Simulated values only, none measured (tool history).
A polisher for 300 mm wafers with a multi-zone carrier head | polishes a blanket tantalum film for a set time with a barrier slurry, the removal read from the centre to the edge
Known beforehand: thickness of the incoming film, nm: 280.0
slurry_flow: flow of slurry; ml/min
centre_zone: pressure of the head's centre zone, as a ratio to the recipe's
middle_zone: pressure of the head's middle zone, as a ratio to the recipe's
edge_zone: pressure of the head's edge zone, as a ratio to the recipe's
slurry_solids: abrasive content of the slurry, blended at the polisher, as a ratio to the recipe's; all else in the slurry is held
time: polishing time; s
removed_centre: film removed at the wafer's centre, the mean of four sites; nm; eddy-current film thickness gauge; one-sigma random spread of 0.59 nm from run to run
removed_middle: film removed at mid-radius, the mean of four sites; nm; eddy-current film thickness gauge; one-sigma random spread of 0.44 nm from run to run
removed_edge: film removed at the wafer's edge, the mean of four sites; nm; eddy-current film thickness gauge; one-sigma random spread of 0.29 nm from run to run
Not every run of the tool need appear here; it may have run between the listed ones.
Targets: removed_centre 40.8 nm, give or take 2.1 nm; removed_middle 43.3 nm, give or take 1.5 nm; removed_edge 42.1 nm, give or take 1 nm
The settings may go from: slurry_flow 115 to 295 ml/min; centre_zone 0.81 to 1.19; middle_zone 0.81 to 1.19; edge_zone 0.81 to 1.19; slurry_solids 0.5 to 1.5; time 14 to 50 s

{"run": 1, "hour": 0.0, "slurry_flow": 190, "centre_zone": 1, "middle_zone": 1, "edge_zone": 1, "slurry_solids": 1, "time": 32, "removed_centre": 36.215, "removed_middle": 35.726, "removed_edge": 36.305}
{"run": 2, "hour": 4.5, "slurry_flow": 230, "centre_zone": 1, "middle_zone": 1, "edge_zone": 1, "slurry_solids": 1, "time": 32, "removed_centre": 37.16, "removed_middle": 36.845, "removed_edge": 36.977}
{"run": 3, "hour": 9.8, "slurry_flow": 230, "centre_zone": 1, "middle_zone": 1, "edge_zone": 1, "slurry_solids": 0.8, "time": 32, "removed_centre": 32.497, "removed_middle": 33.301, "removed_edge": 33.284}
{"run": 4, "hour": 12.3, "slurry_flow": 230, "centre_zone": 1, "middle_zone": 1, "edge_zone": 1.04, "slurry_solids": 0.8, "time": 32, "removed_centre": 31.705, "removed_middle": 32.071, "removed_edge": 33.33}
{"run": 5, "hour": 15.4, "slurry_flow": 230, "centre_zone": 0.99, "middle_zone": 1.01, "edge_zone": 1.04, "slurry_solids": 0.85, "time": 32, "removed_centre": 33.698, "removed_middle": 34.015, "removed_edge": 34.428}
{"run": 6, "hour": 16.0, "slurry_flow": 230, "centre_zone": 0.99, "middle_zone": 1.01, "edge_zone": 1.04, "slurry_solids": 0.7, "time": 32, "removed_centre": 30.092, "removed_middle": 30.187, "removed_edge": 30.449}
{"run": 7, "hour": 18.0, "slurry_flow": 255, "centre_zone": 1.04, "middle_zone": 1.11, "edge_zone": 1.14, "slurry_solids": 0.95, "time": 32, "removed_centre": 37.211, "removed_middle": 39.534, "removed_edge": 38.732}
{"run": 8, "hour": 23.2, "slurry_flow": 255, "centre_zone": 1.04, "middle_zone": 1.11, "edge_zone": 1.15, "slurry_solids": 0.95, "time": 32, "removed_centre": 37.85, "removed_middle": 39.702, "removed_edge": 38.228}
{"run": 9, "hour": 27.8, "slurry_flow": 260, "centre_zone": 1.03, "middle_zone": 1.11, "edge_zone": 1.17, "slurry_solids": 1.05, "time": 32, "removed_centre": 38.554, "removed_middle": 41.014, "removed_edge": 40.649}
{"run": 10, "hour": 28.8, "slurry_flow": 260, "centre_zone": 1.03, "middle_zone": 1.11, "edge_zone": 1.17, "slurry_solids": 1.05, "time": 32, "removed_centre": 39.067, "removed_middle": 41.402, "removed_edge": 40.611}

Of the 5 settings listed for the next run, only one would bring every result within its allowed miss of target. Which one?
{"run": "A", "hour": 29.8, "slurry_flow": 255, "centre_zone": 0.99, "middle_zone": 1.19, "edge_zone": 1.07, "slurry_solids": 1.1, "time": 34, "removed_centre": "?", "removed_middle": "?", "removed_edge": "?"}
{"run": "B", "hour": 29.8, "slurry_flow": 250, "centre_zone": 0.99, "middle_zone": 1.19, "edge_zone": 1.06, "slurry_solids": 1.05, "time": 35, "removed_centre": "?", "removed_middle": "?", "removed_edge": "?"}
{"run": "C", "hour": 29.8, "slurry_flow": 220, "centre_zone": 0.86, "middle_zone": 1.19, "edge_zone": 1.19, "slurry_solids": 1, "time": 36, "removed_centre": "?", "removed_middle": "?", "removed_edge": "?"}
{"run": "D", "hour": 29.8, "slurry_flow": 195, "centre_zone": 1.01, "middle_zone": 1.07, "edge_zone": 1.07, "slurry_solids": 0.85, "time": 39, "removed_centre": "?", "removed_middle": "?", "removed_edge": "?"}
{"run": "E", "hour": 29.8, "slurry_flow": 265, "centre_zone": 0.88, "middle_zone": 1.19, "edge_zone": 1.19, "slurry_solids": 1, "time": 35, "removed_centre": "?", "removed_middle": "?", "removed_edge": "?"}

move=A removed_centre=40.786 removed_middle=47.197 removed_edge=42.313
move=B removed_centre=41.158 removed_middle=47.639 removed_edge=42.536
move=C removed_centre=35.886 removed_middle=47.457 removed_edge=44.973
move=D removed_centre=41.11 removed_middle=42.998 removed_edge=42.371
move=E removed_centre=36.354 removed_middle=46.958 removed_edge=44.306
A: brings the result that was furthest off to its target, and leaves another outside
B: brings the result that was furthest off to its target, and leaves another outside
C: pushes the last run's worst result past its target
D: each result inside its tolerance
E: pushes the last run's worst result past its target
D meets every target.
